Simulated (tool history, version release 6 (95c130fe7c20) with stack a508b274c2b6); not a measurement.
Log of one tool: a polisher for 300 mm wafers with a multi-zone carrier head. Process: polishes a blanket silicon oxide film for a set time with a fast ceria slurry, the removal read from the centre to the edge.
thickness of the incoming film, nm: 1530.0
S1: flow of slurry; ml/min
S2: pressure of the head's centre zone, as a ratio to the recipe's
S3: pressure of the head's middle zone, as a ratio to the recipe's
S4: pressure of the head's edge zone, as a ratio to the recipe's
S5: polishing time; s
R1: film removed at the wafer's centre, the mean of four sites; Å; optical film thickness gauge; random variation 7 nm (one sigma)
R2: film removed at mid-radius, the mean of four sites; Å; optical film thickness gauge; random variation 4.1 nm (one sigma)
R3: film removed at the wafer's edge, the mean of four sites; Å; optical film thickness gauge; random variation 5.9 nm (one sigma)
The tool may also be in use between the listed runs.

{"run": 1, "hour": 0.0, "S1": 145, "S2": 1.0, "S3": 1.0, "S4": 1.0, "S5": 35, "R1": 3898.9, "R2": 3948.4, "R3": 3847.0}
{"run": 2, "hour": 5.2, "S1": 145, "S2": 1.0, "S3": 1.0, "S4": 1.07, "S5": 35, "R1": 3950.8, "R2": 3896.2, "R3": 4040.5}
{"run": 3, "hour": 14.1, "S1": 145, "S2": 1.0, "S3": 1.0, "S4": 1.03, "S5": 35, "R1": 3809.1, "R2": 3875.3, "R3": 3938.6}
{"run": 4, "hour": 22.8, "S1": 145, "S2": 0.92, "S3": 1.0, "S4": 1.03, "S5": 35, "R1": 3669.7, "R2": 3855.1, "R3": 3914.4}
{"run": 5, "hour": 23.9, "S1": 145, "S2": 0.92, "S3": 1.04, "S4": 1.03, "S5": 35, "R1": 3672.4, "R2": 4009.7, "R3": 3988.0}
{"run": 6, "hour": 30.8, "S1": 145, "S2": 0.92, "S3": 1.04, "S4": 0.96, "S5": 35, "R1": 3594.6, "R2": 4018.2, "R3": 3807.3}
{"run": 7, "hour": 36.7, "S1": 150, "S2": 0.94, "S3": 1.01, "S4": 1.01, "S5": 37, "R1": 3908.9, "R2": 4212.4, "R3": 4132.2}

Run 8 comes next. What will it give?
{"run": 8, "hour": 37.5, "S1": 150, "S2": 0.96, "S3": 0.99, "S4": 1.05, "S5": 39, "R1": "?", "R2": "?", "R3": "?"}

Run 8 gave R1 4249.1 Å, R2 4310.5 Å, R3 4429.7 Å.
